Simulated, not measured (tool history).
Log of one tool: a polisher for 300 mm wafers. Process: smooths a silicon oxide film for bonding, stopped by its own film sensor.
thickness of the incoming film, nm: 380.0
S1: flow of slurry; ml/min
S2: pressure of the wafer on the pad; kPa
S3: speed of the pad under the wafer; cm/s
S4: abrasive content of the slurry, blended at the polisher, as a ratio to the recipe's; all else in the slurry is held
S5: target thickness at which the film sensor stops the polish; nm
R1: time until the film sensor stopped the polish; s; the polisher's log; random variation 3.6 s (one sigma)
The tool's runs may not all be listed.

{"run": 1, "hour": 0.0, "S1": 200, "S2": 17.2, "S3": 106, "S4": 1.0, "S5": 274, "R1": 114.42}
{"run": 2, "hour": 3.8, "S1": 200, "S2": 15.9, "S3": 104, "S4": 1.0, "S5": 274, "R1": 127.78}
{"run": 3, "hour": 7.8, "S1": 200, "S2": 15.9, "S3": 116, "S4": 1.0, "S5": 274, "R1": 116.48}
{"run": 4, "hour": 9.4, "S1": 200, "S2": 14.5, "S3": 114, "S4": 1.0, "S5": 274, "R1": 129.41}
{"run": 5, "hour": 11.9, "S1": 200, "S2": 14.5, "S3": 96, "S4": 1.0, "S5": 274, "R1": 153.87}
{"run": 6, "hour": 14.1, "S1": 200, "S2": 16.5, "S3": 96, "S4": 1.0, "S5": 274, "R1": 128.4}
{"run": 7, "hour": 18.8, "S1": 200, "S2": 15.9, "S3": 96, "S4": 1.0, "S5": 274, "R1": 130.98}
{"run": 8, "hour": 21.7, "S1": 200, "S2": 15.2, "S3": 96, "S4": 1.0, "S5": 274, "R1": 141.74}

Run 9 comes next. What will it give?
{"run": 9, "hour": 29.7, "S1": 200, "S2": 14.5, "S3": 96, "S4": 1.0, "S5": 274, "R1": "?"}

R1: 149.58 s
